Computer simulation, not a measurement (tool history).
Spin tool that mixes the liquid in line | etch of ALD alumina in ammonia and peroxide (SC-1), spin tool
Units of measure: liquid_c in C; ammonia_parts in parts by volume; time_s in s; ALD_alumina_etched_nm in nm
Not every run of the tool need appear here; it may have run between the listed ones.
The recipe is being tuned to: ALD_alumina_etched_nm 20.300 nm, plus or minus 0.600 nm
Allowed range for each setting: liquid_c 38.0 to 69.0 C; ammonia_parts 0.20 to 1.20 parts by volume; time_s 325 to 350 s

run    day  liquid_c  ammonia_parts  time_s  ALD_alumina_etched_nm
  1  0.000      53.0           0.85     325                 28.747
  2  0.225      52.0           0.85     325                 27.195
  3  0.525      52.0           0.75     325                 26.931
  4  0.871      51.5           0.75     325                 26.108
  5  0.983      51.0           0.75     325                 25.216
  6  1.008      51.0           0.55     325                 24.582
  7  1.183      50.5           0.55     325                 23.970
  8  1.500      50.0           0.55     325                 23.454
  9  1.704      49.5           0.55     325                 22.696
     1.825  -- new drum of ammonia solution connected
 10  1.825      49.0           0.55     325                 22.193
 11  2.167      48.0           0.55     325                 20.969

Pick the move, out of 4, that brings all results within their allowed miss; only one does.
  A  2.508      48.0           0.40     325                      ?
  B  2.508      50.0           0.40     325                      ?
  C  2.508      47.5           0.50     345                      ?
  D  2.508      48.0           0.50     335                      ?

move  ALD_alumina_etched_nm
   A                 20.394
   B                 22.784
   C                 21.504
   D                 21.473
A: each result inside its tolerance
B: further off than the last run
C: further off than the last run
D: further off than the last run
The right move is A.
